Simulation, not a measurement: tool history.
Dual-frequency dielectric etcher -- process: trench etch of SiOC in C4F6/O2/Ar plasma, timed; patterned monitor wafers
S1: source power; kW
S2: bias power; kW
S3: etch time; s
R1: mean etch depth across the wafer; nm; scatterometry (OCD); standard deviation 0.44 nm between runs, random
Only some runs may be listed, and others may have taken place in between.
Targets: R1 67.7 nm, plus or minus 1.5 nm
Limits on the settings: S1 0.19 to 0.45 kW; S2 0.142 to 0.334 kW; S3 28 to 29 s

run,hour,S1,S2,S3,R1
1,0,0.32,0.238,28,58.308
2,8.1,0.32,0.238,28,58.791
3,8.9,0.32,0.238,28,58.873
4,12.6,0.34,0.241,28,59.586
5,21.5,0.36,0.241,28,61.521
6,27.1,0.36,0.224,28,60.541
7,28.3,0.37,0.228,28,61.886
8,29.8,0.38,0.23,28,62.508
9,38.6,0.39,0.232,28,63.343
10,43.5,0.4,0.234,28,63.916

Exercise: of the 4 proposed moves below, exactly one satisfies all targets within the stated allowed misses. Which move is it?
A,48.4,0.38,0.196,29,?
B,48.4,0.41,0.247,29,?
C,48.4,0.4,0.205,29,?
D,48.4,0.39,0.165,29,?

move,R1
A,61.582
B,67.79
C,63.673
D,59.498
A: the biggest miss grows against the last run
B: all results in spec
C: the biggest miss grows against the last run
D: the biggest miss grows against the last run
B is the move that brings every result within its allowed miss.

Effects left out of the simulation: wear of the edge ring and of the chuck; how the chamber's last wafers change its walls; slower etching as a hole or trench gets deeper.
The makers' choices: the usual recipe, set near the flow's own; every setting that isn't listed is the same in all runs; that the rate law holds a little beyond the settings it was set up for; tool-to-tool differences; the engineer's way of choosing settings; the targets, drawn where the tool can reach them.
